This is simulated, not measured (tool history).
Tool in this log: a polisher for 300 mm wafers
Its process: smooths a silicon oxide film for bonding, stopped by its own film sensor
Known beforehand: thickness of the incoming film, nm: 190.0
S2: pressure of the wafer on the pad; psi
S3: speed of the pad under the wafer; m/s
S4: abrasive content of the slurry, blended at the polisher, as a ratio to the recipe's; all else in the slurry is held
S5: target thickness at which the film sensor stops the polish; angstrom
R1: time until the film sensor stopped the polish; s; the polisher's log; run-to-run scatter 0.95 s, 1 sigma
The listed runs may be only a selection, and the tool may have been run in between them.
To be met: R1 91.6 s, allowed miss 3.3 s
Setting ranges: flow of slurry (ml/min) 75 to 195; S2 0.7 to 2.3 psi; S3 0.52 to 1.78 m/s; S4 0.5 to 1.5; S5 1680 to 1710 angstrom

{"run": 1, "hour": 0.0, "flow of slurry (ml/min)": 125, "S2": 1.5, "S3": 1.14, "S4": 1, "S5": 1680, "R1": 41.933}
{"run": 2, "hour": 1.5, "flow of slurry (ml/min)": 120, "S2": 1.4, "S3": 1.1, "S4": 1, "S5": 1680, "R1": 46.435}
{"run": 3, "hour": 8.6, "flow of slurry (ml/min)": 120, "S2": 1.3, "S3": 1.06, "S4": 1, "S5": 1680, "R1": 50.305}
{"run": 4, "hour": 15.0, "flow of slurry (ml/min)": 120, "S2": 1.2, "S3": 1.02, "S4": 1, "S5": 1680, "R1": 56.234}
{"run": 5, "hour": 17.3, "flow of slurry (ml/min)": 120, "S2": 1.1, "S3": 1, "S4": 1, "S5": 1680, "R1": 62.362}
{"run": 6, "hour": 21.6, "flow of slurry (ml/min)": 120, "S2": 0.9, "S3": 1, "S4": 1, "S5": 1680, "R1": 72.955}
{"run": 7, "hour": 29.3, "flow of slurry (ml/min)": 120, "S2": 0.9, "S3": 0.98, "S4": 1, "S5": 1680, "R1": 73.579}
{"run": 8, "hour": 30.1, "flow of slurry (ml/min)": 100, "S2": 0.7, "S3": 0.88, "S4": 1, "S5": 1680, "R1": 100.28}
{"run": 9, "hour": 34.3, "flow of slurry (ml/min)": 125, "S2": 0.7, "S3": 0.88, "S4": 1, "S5": 1680, "R1": 95.643}

Pick the move, out of 5, that brings all results within their allowed miss; only one does.
{"run": "A", "hour": 38.5, "flow of slurry (ml/min)": 105, "S2": 0.7, "S3": 0.8, "S4": 1, "S5": 1710, "R1": "?"}
{"run": "B", "hour": 38.5, "flow of slurry (ml/min)": 135, "S2": 0.7, "S3": 0.88, "S4": 0.95, "S5": 1680, "R1": "?"}
{"run": "C", "hour": 38.5, "flow of slurry (ml/min)": 120, "S2": 0.8, "S3": 0.7, "S4": 0.95, "S5": 1700, "R1": "?"}
{"run": "D", "hour": 38.5, "flow of slurry (ml/min)": 125, "S2": 0.8, "S3": 0.74, "S4": 1, "S5": 1680, "R1": "?"}
{"run": "E", "hour": 38.5, "flow of slurry (ml/min)": 195, "S2": 0.8, "S3": 0.84, "S4": 1, "S5": 1680, "R1": "?"}

move=A R1=93.136
move=B R1=96.58
move=C R1=97.904
move=D R1=99.466
move=E R1=83.038
A: all results land within tolerance of their targets
B: its largest miss is bigger than the last run's
C: its largest miss is bigger than the last run's
D: its largest miss is bigger than the last run's
E: takes the biggest miss from the last run beyond its target
Move A is the one to make.
